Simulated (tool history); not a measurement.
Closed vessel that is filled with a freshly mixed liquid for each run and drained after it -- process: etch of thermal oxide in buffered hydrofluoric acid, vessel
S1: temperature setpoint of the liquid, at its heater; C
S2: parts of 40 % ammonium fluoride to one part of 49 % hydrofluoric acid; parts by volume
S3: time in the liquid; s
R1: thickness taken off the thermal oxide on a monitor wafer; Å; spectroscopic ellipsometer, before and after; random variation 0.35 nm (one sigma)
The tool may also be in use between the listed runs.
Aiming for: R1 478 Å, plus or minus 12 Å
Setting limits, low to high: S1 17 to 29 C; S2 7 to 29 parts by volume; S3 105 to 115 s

run 1 hour=0 | S1=21 S2=18 S3=105 | R1=574.48
run 2 hour=1.9 | S1=20 S2=18 S3=105 | R1=559.87
run 3 hour=7.7 | S1=19 S2=18 S3=105 | R1=518.84
run 4 hour=10.6 | S1=19 S2=18 S3=105 | R1=524.35
run 5 hour=17.9 | S1=19 S2=18 S3=115 | R1=569.12
run 6 hour=26.3 | S1=19 S2=14.5 S3=115 | R1=700.44
run 7 hour=35.4 | S1=18.5 S2=16 S3=115 | R1=624.46
run 8 hour=42.1 | S1=18 S2=17 S3=115 | R1=575.08
run 9 hour=46.2 | S1=17.5 S2=17.5 S3=115 | R1=540.33
run 10 hour=53.7 | S1=17.5 S2=18 S3=115 | R1=522.71
run 11 hour=60 | S1=17.5 S2=18.5 S3=115 | R1=513.51

Which of these 4 next moves meets every target?
run A hour=66.3 | S1=18 S2=20.5 S3=110 | R1=?
run B hour=66.3 | S1=17 S2=19 S3=110 | R1=?
run C hour=66.3 | S1=17 S2=19 S3=115 | R1=?
run D hour=66.3 | S1=17 S2=19.5 S3=110 | R1=?

move=A R1=451.66
move=B R1=456.52
move=C R1=477.27
move=D R1=444.94
A: pushes the last run's worst result past its target
B: pushes the last run's worst result past its target
C: meets every target
D: pushes the last run's worst result past its target
So the answer is move C, the one that meets all the targets.

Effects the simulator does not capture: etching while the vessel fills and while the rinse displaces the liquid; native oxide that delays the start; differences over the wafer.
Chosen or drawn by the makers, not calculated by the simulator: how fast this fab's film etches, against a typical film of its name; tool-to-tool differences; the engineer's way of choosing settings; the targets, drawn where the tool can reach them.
